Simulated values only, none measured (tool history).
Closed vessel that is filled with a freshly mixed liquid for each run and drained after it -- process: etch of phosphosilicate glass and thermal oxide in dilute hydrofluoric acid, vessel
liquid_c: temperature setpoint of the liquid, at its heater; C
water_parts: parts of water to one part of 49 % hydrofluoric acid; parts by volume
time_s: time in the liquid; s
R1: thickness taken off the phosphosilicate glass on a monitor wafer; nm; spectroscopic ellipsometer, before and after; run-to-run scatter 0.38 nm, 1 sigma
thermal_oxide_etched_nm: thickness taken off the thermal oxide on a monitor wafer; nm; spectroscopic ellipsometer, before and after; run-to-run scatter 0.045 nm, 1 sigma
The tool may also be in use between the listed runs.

Run 1, hour 0.0: liquid_c 24.0 C, water_parts 175 parts by volume, time_s 60 s. Result: R1 35.366 nm, thermal_oxide_etched_nm 1.7492 nm.
Run 2, hour 4.3: liquid_c 26.0 C, water_parts 175 parts by volume, time_s 60 s. Result: R1 38.104 nm, thermal_oxide_etched_nm 1.9195 nm.
Run 3, hour 12.6: liquid_c 23.0 C, water_parts 175 parts by volume, time_s 60 s. Result: R1 33.582 nm, thermal_oxide_etched_nm 1.6210 nm.
Run 4, hour 16.6: liquid_c 24.5 C, water_parts 170 parts by volume, time_s 60 s. Result: R1 36.901 nm, thermal_oxide_etched_nm 1.7705 nm.
Run 5, hour 18.9: liquid_c 22.5 C, water_parts 170 parts by volume, time_s 60 s. Result: R1 34.537 nm, thermal_oxide_etched_nm 1.6660 nm.
Run 6, hour 22.4: liquid_c 24.5 C, water_parts 170 parts by volume, time_s 60 s. Result: R1 36.865 nm, thermal_oxide_etched_nm 1.7765 nm.

The next listed run, before its measurement:
Run 7, hour 31.2: liquid_c 26.0 C, water_parts 170 parts by volume, time_s 60 s. Result: R1 ?, thermal_oxide_etched_nm ?.

Run 7 came out at R1 39.217 nm, thermal_oxide_etched_nm 1.9036 nm.
